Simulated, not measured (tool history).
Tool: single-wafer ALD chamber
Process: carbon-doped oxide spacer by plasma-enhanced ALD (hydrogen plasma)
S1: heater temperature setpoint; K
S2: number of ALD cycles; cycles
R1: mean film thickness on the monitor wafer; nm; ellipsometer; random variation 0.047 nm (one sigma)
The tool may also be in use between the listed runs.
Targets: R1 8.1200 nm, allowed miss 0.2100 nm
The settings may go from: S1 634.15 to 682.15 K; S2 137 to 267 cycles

run  hour      S1   S2       R1
  1   0.0  658.15  202  10.3910
  2   8.4  658.15  218  11.2670
  3  14.3  658.15  208  10.8150
  4  19.8  658.15  199  10.1950
  5  20.9  667.15  199  10.2000
  6  25.3  658.15  199  10.3270
  7  28.5  658.15  191   9.8544
  8  31.2  658.15  191   9.9021
  9  33.1  658.15  185   9.4803
 10  37.6  658.15  181   9.3085
 11  42.2  658.15  177   9.1473
 12  43.3  658.15  173   8.9338
 13  49.6  658.15  170   8.7315

Which of these 5 next moves meets every target?
  A  55.9  658.15  180   ?
  B  55.9  659.15  178   ?
  C  55.9  657.15  166   ?
  D  55.9  672.15  187   ?
  E  55.9  651.15  159   ?

move      R1
   A  9.2549
   B  9.1520
   C  8.5350
   D  9.6148
   E  8.1751
A: further off than the last run
B: further off than the last run
C: nearer than the last run, and not there yet
D: further off than the last run
E: meets every target
Move E is the one to make.
